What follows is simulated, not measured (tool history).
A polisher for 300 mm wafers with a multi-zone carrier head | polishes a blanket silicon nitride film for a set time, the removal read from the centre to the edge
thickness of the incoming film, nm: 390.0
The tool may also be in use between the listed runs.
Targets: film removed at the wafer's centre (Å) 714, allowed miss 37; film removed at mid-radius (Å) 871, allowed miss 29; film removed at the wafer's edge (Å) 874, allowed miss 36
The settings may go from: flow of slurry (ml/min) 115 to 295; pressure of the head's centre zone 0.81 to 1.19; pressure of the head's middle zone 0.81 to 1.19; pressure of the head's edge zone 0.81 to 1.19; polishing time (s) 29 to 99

run	hour	flow of slurry (ml/min)	pressure of the head's centre zone	pressure of the head's middle zone	pressure of the head's edge zone	polishing time (s)	film removed at the wafer's centre (Å)	film removed at mid-radius (Å)	film removed at the wafer's edge (Å)
1	0	190	1	1	1	64	1484.3	1505.8	1524.2
2	3.4	185	0.97	1	0.99	58	1319.9	1346.8	1336.7
3	10.5	175	0.94	1.01	1.03	53	1148.3	1235.7	1227.5
4	18.7	175	0.98	1.01	1.03	53	1195.6	1241.4	1235.8
5	25.2	175	0.9	1.01	1.03	53	1099.5	1207.8	1242.3
6	28.3	175	0.9	0.93	1.03	53	1122.6	1165.7	1251
7	30.6	170	0.88	0.95	1.03	50	1009.9	1102.5	1187.7
8	36.8	145	0.81	0.99	0.93	34	606.06	745.75	733.63
9	37.5	160	0.81	0.99	0.95	34	613.73	767.78	779.27
10	44.2	170	0.82	1	0.95	34	631.85	792.02	753.47
11	44.8	170	0.84	0.99	1.05	42	826	967.93	999.66
12	51.1	165	0.84	0.99	1.03	42	772.68	954.79	989.95
13	54	160	0.84	0.99	1.01	42	812.3	925.35	953.35
14	58.2	165	0.83	0.99	1	42	791.92	971.35	969.18
15	59.4	165	0.83	0.99	1	42	803.13	947.18	963.12
16	65	160	0.83	0.99	1	42	782.42	940.8	946.45
17	71.1	155	0.83	0.99	0.99	42	780.89	940.42	968.21
18	72.9	155	0.83	0.99	0.97	42	783.13	947.01	939.18
19	75.5	130	0.81	0.97	0.96	38	660.02	789.35	825.02

Which of these 5 next moves meets every target?
A	78.1	175	0.81	0.92	0.93	33	?	?	?
B	78.1	165	0.83	1	1.01	38	?	?	?
C	78.1	115	0.82	0.84	0.99	37	?	?	?
D	78.1	175	0.85	1.07	0.97	38	?	?	?
E	78.1	115	0.93	0.84	1.05	39	?	?	?

move	film removed at the wafer's centre (Å)	film removed at mid-radius (Å)	film removed at the wafer's edge (Å)
A	604.14	715.14	731.88
B	704.53	873.2	868.56
C	611.81	673.13	788.69
D	731.12	935.08	857.93
E	732.2	709.04	855.51
A: further off than the last run
B: meets every target
C: further off than the last run
D: takes the result that was furthest off past its target
E: further off than the last run
The right move is B.

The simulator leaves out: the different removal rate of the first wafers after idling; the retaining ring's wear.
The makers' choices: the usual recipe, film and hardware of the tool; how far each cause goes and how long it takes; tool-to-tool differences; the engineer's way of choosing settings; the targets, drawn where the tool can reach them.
